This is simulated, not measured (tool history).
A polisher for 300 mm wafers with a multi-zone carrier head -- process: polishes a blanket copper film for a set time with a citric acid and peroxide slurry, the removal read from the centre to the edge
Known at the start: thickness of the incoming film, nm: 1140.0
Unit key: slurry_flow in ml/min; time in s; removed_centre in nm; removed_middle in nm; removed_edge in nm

run  hour  slurry_flow  centre_zone  middle_zone  edge_zone  slurry_solids  time  removed_centre  removed_middle  removed_edge
  1     0          300            1            1          1              1    71          160.98          160.64        167.08
  2   6.2          305            1            1       0.97            0.9    65          143.07          142.15        141.97
  3  13.9          305            1            1       0.97              1    65          147.09          147.37        147.93
  4  20.2          250            1            1       0.97              1    65          144.13          145.42        146.31
  5  22.5          190            1            1       0.97              1    65          135.92          139.62        140.86
  6  29.9          200         0.99         0.99       0.94            0.9    62          126.09           126.3        126.11
  7  33.9          205         0.97         0.99       0.92            0.8    61          119.36          122.21        125.47
  8  41.4          210         0.98         1.01        0.9           0.75    58          113.71          115.75        111.33
  9  44.3          210         0.97         1.01       0.89            0.7    57          107.38          111.68        109.16

Run 10, settings as shown, results not yet in. Your forecast:
 10  47.5          210         0.97         1.01       0.88           0.65    56               ?               ?             ?

{"run 10": {"removed_centre": 103.11, "removed_middle": 108.16, "removed_edge": 102.29}}
